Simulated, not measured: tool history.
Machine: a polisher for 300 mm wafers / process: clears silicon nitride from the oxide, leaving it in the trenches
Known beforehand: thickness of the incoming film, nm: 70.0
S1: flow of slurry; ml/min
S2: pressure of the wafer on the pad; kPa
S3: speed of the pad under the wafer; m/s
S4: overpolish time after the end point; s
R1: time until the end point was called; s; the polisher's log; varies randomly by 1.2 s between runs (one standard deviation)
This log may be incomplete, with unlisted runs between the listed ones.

run  hour   S1    S2    S3  S4      R1
  1     0  310  13.1  0.88  10  146.18
  2   4.2  310  13.8  0.88  10  137.99
  3  10.7  310  14.5  0.88  10  130.64
  4  14.5  310  15.2  0.88  10  127.21
  5  18.4  310  15.9  0.88  10  120.66
  6  25.4  310  13.8  0.88  10  137.28
  7  26.4  310  14.5  0.88  10  134.33

The next listed run, before its measurement:
  8  31.1  310  15.2  0.88  10   ?

R1: 128.64 s

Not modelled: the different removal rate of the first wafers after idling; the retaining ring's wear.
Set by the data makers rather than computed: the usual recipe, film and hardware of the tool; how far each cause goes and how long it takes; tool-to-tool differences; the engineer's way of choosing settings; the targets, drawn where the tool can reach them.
